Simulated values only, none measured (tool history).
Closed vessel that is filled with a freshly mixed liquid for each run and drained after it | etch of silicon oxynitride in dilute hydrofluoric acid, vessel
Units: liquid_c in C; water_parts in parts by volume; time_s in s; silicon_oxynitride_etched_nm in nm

Run 1, hour 0.0: liquid_c 26.0 C, water_parts 220 parts by volume, time_s 665 s. Result: silicon_oxynitride_etched_nm 10.4310 nm.
Run 2, hour 4.2: liquid_c 26.5 C, water_parts 220 parts by volume, time_s 665 s. Result: silicon_oxynitride_etched_nm 10.7330 nm.
Run 3, hour 7.1: liquid_c 25.0 C, water_parts 220 parts by volume, time_s 665 s. Result: silicon_oxynitride_etched_nm 9.9828 nm.
Run 4, hour 15.7: liquid_c 23.0 C, water_parts 220 parts by volume, time_s 665 s. Result: silicon_oxynitride_etched_nm 9.1838 nm.
Run 5, hour 22.9: liquid_c 24.0 C, water_parts 220 parts by volume, time_s 665 s. Result: silicon_oxynitride_etched_nm 9.6135 nm.
Run 6, hour 25.0: liquid_c 24.0 C, water_parts 220 parts by volume, time_s 665 s. Result: silicon_oxynitride_etched_nm 9.5771 nm.
Run 7, hour 33.0: liquid_c 24.5 C, water_parts 220 parts by volume, time_s 665 s. Result: silicon_oxynitride_etched_nm 9.7359 nm.

Forecast run 8:
Run 8, hour 38.1: liquid_c 28.5 C, water_parts 215 parts by volume, time_s 665 s. Result: silicon_oxynitride_etched_nm ?.

silicon_oxynitride_etched_nm: 12.0320 nm
